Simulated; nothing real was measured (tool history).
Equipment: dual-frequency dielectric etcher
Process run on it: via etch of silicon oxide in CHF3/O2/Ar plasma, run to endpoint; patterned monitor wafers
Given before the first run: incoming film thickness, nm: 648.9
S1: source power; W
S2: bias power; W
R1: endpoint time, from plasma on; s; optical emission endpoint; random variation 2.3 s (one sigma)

run  hour   S1   S2      R1
  1   0.0  860  130  317.99
  2   7.7  860  144  308.65
  3   8.8  890  146  301.13
  4  12.6  790  146  326.92
  5  18.6  820  147  312.77
  6  20.3  820  166  302.24

Run 7, settings as shown, results not yet in. Your forecast:
  7  23.6  840  167   ?

Run 7 produced R1 295.94 s.
